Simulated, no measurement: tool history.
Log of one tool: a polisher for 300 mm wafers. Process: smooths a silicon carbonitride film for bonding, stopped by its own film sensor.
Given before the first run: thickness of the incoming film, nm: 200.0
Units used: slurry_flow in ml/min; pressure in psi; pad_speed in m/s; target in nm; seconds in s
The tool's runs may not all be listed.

run,hour,slurry_flow,pressure,pad_speed,slurry_solids,target,seconds
1,0,200,1.9,0.8,1,186,84.434
2,6.5,200,1.9,0.8,1,188,69.885
3,15.1,200,1.7,0.78,1,188,79.438
4,16.1,200,1.6,0.74,1,188,90.001
5,20,200,1.5,0.74,1,188,93.98
6,29,200,1.4,0.72,1,188,103.19
7,32.5,200,1.3,0.72,1,188,109.56

Expected results for the next run?
8,34.7,200,1.2,0.72,1,188,?

{"run 8": {"seconds": 114.84}}
